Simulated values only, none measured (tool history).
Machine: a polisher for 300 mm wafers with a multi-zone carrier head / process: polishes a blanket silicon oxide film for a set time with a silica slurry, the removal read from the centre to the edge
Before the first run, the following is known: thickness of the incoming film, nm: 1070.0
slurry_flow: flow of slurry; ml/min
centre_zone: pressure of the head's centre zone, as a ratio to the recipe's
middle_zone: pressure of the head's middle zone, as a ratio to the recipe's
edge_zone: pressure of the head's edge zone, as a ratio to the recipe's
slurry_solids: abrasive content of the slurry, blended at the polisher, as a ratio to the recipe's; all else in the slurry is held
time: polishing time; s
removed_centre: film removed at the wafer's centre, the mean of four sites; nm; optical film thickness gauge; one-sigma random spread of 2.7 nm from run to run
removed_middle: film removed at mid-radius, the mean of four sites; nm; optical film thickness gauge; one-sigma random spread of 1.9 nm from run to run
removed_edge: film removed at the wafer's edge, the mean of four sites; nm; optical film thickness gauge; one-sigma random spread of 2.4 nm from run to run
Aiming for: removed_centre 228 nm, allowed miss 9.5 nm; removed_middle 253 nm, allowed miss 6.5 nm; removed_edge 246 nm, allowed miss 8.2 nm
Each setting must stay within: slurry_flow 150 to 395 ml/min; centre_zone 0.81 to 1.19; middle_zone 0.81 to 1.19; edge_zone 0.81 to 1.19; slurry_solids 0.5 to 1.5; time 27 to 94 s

run 1 day=0 | slurry_flow=250 centre_zone=1 middle_zone=1 edge_zone=1 slurry_solids=1 time=60 | removed_centre=226.27 removed_middle=212.05 removed_edge=216.98
run 2 day=0.042 | slurry_flow=250 centre_zone=1 middle_zone=1 edge_zone=1 slurry_solids=1.2 time=60 | removed_centre=243.46 removed_middle=229.2 removed_edge=236.39
run 3 day=0.221 | slurry_flow=255 centre_zone=0.99 middle_zone=1.01 edge_zone=1.01 slurry_solids=1.2 time=60 | removed_centre=241.82 removed_middle=230 removed_edge=238.27
run 4 day=0.467 | slurry_flow=255 centre_zone=0.99 middle_zone=1.01 edge_zone=0.94 slurry_solids=1.2 time=60 | removed_centre=244.43 removed_middle=228.61 removed_edge=229.03
run 5 day=0.604 | slurry_flow=255 centre_zone=0.99 middle_zone=1.01 edge_zone=0.94 slurry_solids=1.05 time=60 | removed_centre=227.42 removed_middle=221.55 removed_edge=218.83
run 6 day=0.917 | slurry_flow=255 centre_zone=0.99 middle_zone=1.01 edge_zone=0.94 slurry_solids=1.15 time=60 | removed_centre=240.36 removed_middle=228.25 removed_edge=223.54
run 7 day=1.025 | slurry_flow=260 centre_zone=0.98 middle_zone=1.02 edge_zone=0.95 slurry_solids=1.15 time=60 | removed_centre=228.42 removed_middle=230.8 removed_edge=225.74
run 8 day=1.221 | slurry_flow=265 centre_zone=0.98 middle_zone=1.03 edge_zone=0.96 slurry_solids=1.15 time=60 | removed_centre=236.76 removed_middle=233.5 removed_edge=231.31
run 9 day=1.308 | slurry_flow=270 centre_zone=0.97 middle_zone=1.04 edge_zone=0.96 slurry_solids=1.15 time=60 | removed_centre=239.58 removed_middle=236.82 removed_edge=225.91
run 10 day=1.621 | slurry_flow=270 centre_zone=0.97 middle_zone=1.04 edge_zone=0.96 slurry_solids=1.15 time=60 | removed_centre=235.26 removed_middle=238.42 removed_edge=227.29

Pick the move, out of 5, that brings all results within their allowed miss; only one does.
run A day=1.933 | slurry_flow=290 centre_zone=0.99 middle_zone=1.09 edge_zone=0.97 slurry_solids=1.15 time=63 | removed_centre=? removed_middle=? removed_edge=?
run B day=1.933 | slurry_flow=355 centre_zone=1.05 middle_zone=1.07 edge_zone=0.84 slurry_solids=1 time=60 | removed_centre=? removed_middle=? removed_edge=?
run C day=1.933 | slurry_flow=260 centre_zone=0.86 middle_zone=1.02 edge_zone=0.91 slurry_solids=1.15 time=66 | removed_centre=? removed_middle=? removed_edge=?
run D day=1.933 | slurry_flow=260 centre_zone=0.92 middle_zone=0.98 edge_zone=1.01 slurry_solids=1.3 time=60 | removed_centre=? removed_middle=? removed_edge=?
run E day=1.933 | slurry_flow=295 centre_zone=0.99 middle_zone=1.17 edge_zone=0.85 slurry_solids=1.15 time=57 | removed_centre=? removed_middle=? removed_edge=?

move=A removed_centre=253.27 removed_middle=256.6 removed_edge=241.26
move=B removed_centre=247.94 removed_middle=232.63 removed_edge=207.13
move=C removed_centre=227.11 removed_middle=251.08 removed_edge=243.2
move=D removed_centre=230.82 removed_middle=230.53 removed_edge=242.89
move=E removed_centre=229.74 removed_middle=247.23 removed_edge=205.46
A: brings the result that was furthest off to its target, and leaves another outside
B: further off than the last run
C: every result lands within tolerance
D: brings the result that was furthest off to its target, and leaves another outside
E: further off than the last run
The right move is C.

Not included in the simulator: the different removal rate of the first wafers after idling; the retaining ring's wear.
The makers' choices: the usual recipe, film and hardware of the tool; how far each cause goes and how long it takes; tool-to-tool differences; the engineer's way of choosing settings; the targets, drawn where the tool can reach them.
